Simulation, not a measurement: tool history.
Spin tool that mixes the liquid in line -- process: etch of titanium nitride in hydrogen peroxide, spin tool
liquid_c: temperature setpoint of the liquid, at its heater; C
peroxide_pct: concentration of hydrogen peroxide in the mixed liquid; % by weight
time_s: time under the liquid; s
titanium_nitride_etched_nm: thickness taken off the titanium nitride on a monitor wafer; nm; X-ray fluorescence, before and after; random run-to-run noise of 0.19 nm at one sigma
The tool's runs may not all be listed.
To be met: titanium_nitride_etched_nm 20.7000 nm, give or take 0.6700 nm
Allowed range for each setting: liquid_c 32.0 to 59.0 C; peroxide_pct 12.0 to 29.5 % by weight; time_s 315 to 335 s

{"run": 1, "hour": 0.0, "liquid_c": 43.0, "peroxide_pct": 20.0, "time_s": 315, "titanium_nitride_etched_nm": 7.3968}
{"run": 2, "hour": 6.4, "liquid_c": 43.0, "peroxide_pct": 20.0, "time_s": 315, "titanium_nitride_etched_nm": 7.2868}
{"run": 3, "hour": 10.3, "liquid_c": 37.0, "peroxide_pct": 20.0, "time_s": 315, "titanium_nitride_etched_nm": 4.5402}
{"run": 4, "hour": 14.9, "liquid_c": 37.0, "peroxide_pct": 20.0, "time_s": 335, "titanium_nitride_etched_nm": 4.8329}
{"run": 5, "hour": 17.4, "liquid_c": 41.0, "peroxide_pct": 20.0, "time_s": 335, "titanium_nitride_etched_nm": 6.692}
{"run": 6, "hour": 18.7, "liquid_c": 41.0, "peroxide_pct": 20.0, "time_s": 335, "titanium_nitride_etched_nm": 6.7395}
{"run": 7, "hour": 22.3, "liquid_c": 44.5, "peroxide_pct": 20.0, "time_s": 335, "titanium_nitride_etched_nm": 8.6228}
{"hour": 30.3, "done": "heated supply line repaired"}
{"run": 8, "hour": 30.3, "liquid_c": 47.5, "peroxide_pct": 20.0, "time_s": 335, "titanium_nitride_etched_nm": 14.164}
{"run": 9, "hour": 32.3, "liquid_c": 48.5, "peroxide_pct": 20.0, "time_s": 335, "titanium_nitride_etched_nm": 15.326}

Next run, 5 choices. One meets every target within its allowed miss, the rest don't. Which?
{"run": "A", "hour": 34.3, "liquid_c": 42.5, "peroxide_pct": 20.5, "time_s": 315, "titanium_nitride_etched_nm": "?"}
{"run": "B", "hour": 34.3, "liquid_c": 51.5, "peroxide_pct": 19.0, "time_s": 335, "titanium_nitride_etched_nm": "?"}
{"run": "C", "hour": 34.3, "liquid_c": 52.0, "peroxide_pct": 19.0, "time_s": 330, "titanium_nitride_etched_nm": "?"}
{"run": "D", "hour": 34.3, "liquid_c": 51.0, "peroxide_pct": 24.0, "time_s": 335, "titanium_nitride_etched_nm": "?"}
{"run": "E", "hour": 34.3, "liquid_c": 52.5, "peroxide_pct": 21.5, "time_s": 335, "titanium_nitride_etched_nm": "?"}

move=A titanium_nitride_etched_nm=9.2412
move=B titanium_nitride_etched_nm=18.7540
move=C titanium_nitride_etched_nm=19.1460
move=D titanium_nitride_etched_nm=19.0280
move=E titanium_nitride_etched_nm=20.6820
A: the biggest miss grows against the last run
B: an improvement on the last run, though not all results are within tolerance
C: an improvement on the last run, though not all results are within tolerance
D: an improvement on the last run, though not all results are within tolerance
E: every result within its allowed miss
The right move is E.
